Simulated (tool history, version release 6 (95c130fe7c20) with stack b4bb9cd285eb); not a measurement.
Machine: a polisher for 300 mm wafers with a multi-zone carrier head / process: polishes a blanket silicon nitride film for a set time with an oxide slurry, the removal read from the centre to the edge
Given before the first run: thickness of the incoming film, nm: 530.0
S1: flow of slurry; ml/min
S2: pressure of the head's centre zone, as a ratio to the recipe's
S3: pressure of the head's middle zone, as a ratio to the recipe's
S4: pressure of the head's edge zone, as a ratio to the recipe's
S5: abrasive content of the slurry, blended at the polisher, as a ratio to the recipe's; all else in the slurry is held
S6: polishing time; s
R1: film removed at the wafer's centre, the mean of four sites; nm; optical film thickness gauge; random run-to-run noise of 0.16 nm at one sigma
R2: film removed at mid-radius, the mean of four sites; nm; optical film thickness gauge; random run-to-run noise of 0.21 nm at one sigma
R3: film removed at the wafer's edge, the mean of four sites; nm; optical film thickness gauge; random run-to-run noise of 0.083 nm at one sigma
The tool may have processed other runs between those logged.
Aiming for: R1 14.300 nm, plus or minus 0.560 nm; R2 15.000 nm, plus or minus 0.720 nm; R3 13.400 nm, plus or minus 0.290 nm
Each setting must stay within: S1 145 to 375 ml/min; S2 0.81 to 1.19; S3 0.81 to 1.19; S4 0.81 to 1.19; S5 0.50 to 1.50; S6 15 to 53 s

run,hour,S1,S2,S3,S4,S5,S6,R1,R2,R3
1,0.0,240,1.00,1.00,1.00,1.00,34,12.877,12.685,12.794
2,5.6,205,1.00,1.00,1.00,1.00,34,12.516,12.771,12.492
3,7.0,215,1.01,1.03,1.01,1.00,34,12.539,12.786,12.771
4,10.2,225,1.02,1.05,0.98,1.05,34,13.223,13.485,12.928
5,11.0,235,1.03,1.07,0.97,1.05,34,13.626,13.790,12.932
6,17.0,240,1.03,1.09,0.97,1.05,34,13.515,13.792,12.921
7,22.4,245,1.03,1.11,0.97,1.05,34,13.242,13.925,12.866
8,26.9,250,1.04,1.12,0.97,1.05,34,13.594,14.187,12.921
9,29.0,255,1.04,1.13,0.97,1.05,34,13.788,14.316,12.943

Next run, 5 choices. One meets every target within its allowed miss, the rest don't. Which?
A,31.1,200,1.02,1.08,0.90,0.65,46,?,?,?
B,31.1,270,1.00,0.98,1.08,1.05,34,?,?,?
C,31.1,275,0.95,1.19,0.82,1.15,35,?,?,?
D,31.1,200,1.04,1.05,0.81,0.95,37,?,?,?
E,31.1,210,0.90,1.19,0.86,1.00,39,?,?,?

move,R1,R2,R3
A,14.447,15.011,13.476
B,13.448,13.078,13.805
C,13.674,16.512,12.926
D,14.020,13.950,12.242
E,13.161,16.849,13.577
A: every result within its allowed miss
B: pushes the last run's worst result past its target
C: lands further from the targets than the last run did
D: lands further from the targets than the last run did
E: the furthest-off result lands on target, but another misses its tolerance
A is the move that brings every result within its allowed miss.
